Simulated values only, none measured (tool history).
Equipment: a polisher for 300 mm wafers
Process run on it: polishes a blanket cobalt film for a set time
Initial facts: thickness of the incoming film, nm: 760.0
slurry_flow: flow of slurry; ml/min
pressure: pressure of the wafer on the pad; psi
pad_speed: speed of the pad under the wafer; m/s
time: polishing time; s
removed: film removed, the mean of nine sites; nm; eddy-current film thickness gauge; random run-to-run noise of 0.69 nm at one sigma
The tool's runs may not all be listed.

run,day,slurry_flow,pressure,pad_speed,time,removed
1,0,140,1.9,1.06,28,122.27
2,0.038,140,1.5,1.06,28,95.661
3,0.092,110,1.5,1.06,28,94.925
4,0.171,110,1.4,1.04,28,85.386
5,0.254,110,1.4,1.04,28,86.226
6,0.283,110,1.3,1.02,28,77.682
7,0.625,110,1.2,1.02,28,71.943

Run 8, settings as shown, results not yet in. Your forecast:
8,0.688,110,1.1,1.02,28,?

Run 8 measured removed 67.582 nm.
